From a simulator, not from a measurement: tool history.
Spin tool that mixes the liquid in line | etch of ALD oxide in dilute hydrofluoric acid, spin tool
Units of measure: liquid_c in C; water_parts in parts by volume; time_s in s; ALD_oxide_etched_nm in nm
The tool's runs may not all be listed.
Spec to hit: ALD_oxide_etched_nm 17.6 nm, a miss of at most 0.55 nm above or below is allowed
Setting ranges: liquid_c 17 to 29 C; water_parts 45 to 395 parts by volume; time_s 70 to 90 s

Run 1, hour 0: liquid_c 21 C, water_parts 220 parts by volume, time_s 90 s. Result: ALD_oxide_etched_nm 7.6683 nm.
Run 2, hour 7.3: liquid_c 22.5 C, water_parts 195 parts by volume, time_s 90 s. Result: ALD_oxide_etched_nm 9.4027 nm.
Run 3, hour 12.6: liquid_c 24 C, water_parts 180 parts by volume, time_s 90 s. Result: ALD_oxide_etched_nm 11.105 nm.
Run 4, hour 15.5: liquid_c 24 C, water_parts 250 parts by volume, time_s 90 s. Result: ALD_oxide_etched_nm 7.449 nm.
Run 5, hour 20.8: liquid_c 25 C, water_parts 225 parts by volume, time_s 90 s. Result: ALD_oxide_etched_nm 8.7229 nm.
Run 6, hour 21.8: liquid_c 26 C, water_parts 200 parts by volume, time_s 90 s. Result: ALD_oxide_etched_nm 10.363 nm.
Run 7, hour 25.4: liquid_c 26.5 C, water_parts 180 parts by volume, time_s 90 s. Result: ALD_oxide_etched_nm 12.139 nm.
Run 8, hour 29: liquid_c 27 C, water_parts 170 parts by volume, time_s 90 s. Result: ALD_oxide_etched_nm 12.95 nm.
Run 9, hour 35.4: liquid_c 27.5 C, water_parts 160 parts by volume, time_s 90 s. Result: ALD_oxide_etched_nm 14.685 nm.
Run 10, hour 39: liquid_c 28 C, water_parts 155 parts by volume, time_s 90 s. Result: ALD_oxide_etched_nm 15.416 nm.
At hour 41.9: hydrofluoric acid flow meter replaced.
Run 11, hour 41.9: liquid_c 28 C, water_parts 150 parts by volume, time_s 90 s. Result: ALD_oxide_etched_nm 18.345 nm.

Which one of the following 5 next-run settings gets every result inside its allowed miss? There is exactly one.
Run A, hour 44.8: liquid_c 26 C, water_parts 125 parts by volume, time_s 80 s. Result: ALD_oxide_etched_nm ?.
Run B, hour 44.8: liquid_c 26.5 C, water_parts 135 parts by volume, time_s 90 s. Result: ALD_oxide_etched_nm ?.
Run C, hour 44.8: liquid_c 27.5 C, water_parts 130 parts by volume, time_s 75 s. Result: ALD_oxide_etched_nm ?.
Run D, hour 44.8: liquid_c 24 C, water_parts 105 parts by volume, time_s 75 s. Result: ALD_oxide_etched_nm ?.
Run E, hour 44.8: liquid_c 28 C, water_parts 130 parts by volume, time_s 80 s. Result: ALD_oxide_etched_nm ?.

move  ALD_oxide_etched_nm
   A               18.747
   B               19.658
   C               17.774
   D               19.842
   E               19.316
A: misses by more than the last run did
B: misses by more than the last run did
C: meets every target
D: misses by more than the last run did
E: misses by more than the last run did
The move that meets every target is C.
